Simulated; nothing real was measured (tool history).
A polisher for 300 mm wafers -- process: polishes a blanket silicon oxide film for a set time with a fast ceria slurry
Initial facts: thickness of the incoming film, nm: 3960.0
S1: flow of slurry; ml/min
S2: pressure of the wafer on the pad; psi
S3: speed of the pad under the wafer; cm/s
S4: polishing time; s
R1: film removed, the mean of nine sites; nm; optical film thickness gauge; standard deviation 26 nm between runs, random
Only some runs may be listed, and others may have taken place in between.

run 1 hour=0 | S1=225 S2=2.6 S3=126 S4=92 | R1=1397.1
run 2 hour=2.3 | S1=170 S2=2.6 S3=126 S4=92 | R1=1337.3
run 3 hour=3.3 | S1=170 S2=2.6 S3=126 S4=92 | R1=1342.9
run 4 hour=7 | S1=175 S2=2.9 S3=126 S4=92 | R1=1521.8
run 5 hour=10.6 | S1=220 S2=2.9 S3=126 S4=92 | R1=1536.9
run 6 hour=14.6 | S1=220 S2=2.9 S3=136 S4=92 | R1=1632.8
run 7 hour=21.9 | S1=220 S2=3.1 S3=136 S4=92 | R1=1738
run 8 hour=22.8 | S1=220 S2=3.2 S3=136 S4=92 | R1=1812.2
run 9 hour=26 | S1=220 S2=3.3 S3=136 S4=92 | R1=1842.8
run 10 hour=33.3 | S1=220 S2=3.4 S3=136 S4=92 | R1=1900
run 11 hour=37.2 | S1=220 S2=3.5 S3=136 S4=92 | R1=1970.5

Predict the results of run 12:
run 12 hour=45 | S1=220 S2=3.6 S3=136 S4=92 | R1=?

R1: 2005.9 nm

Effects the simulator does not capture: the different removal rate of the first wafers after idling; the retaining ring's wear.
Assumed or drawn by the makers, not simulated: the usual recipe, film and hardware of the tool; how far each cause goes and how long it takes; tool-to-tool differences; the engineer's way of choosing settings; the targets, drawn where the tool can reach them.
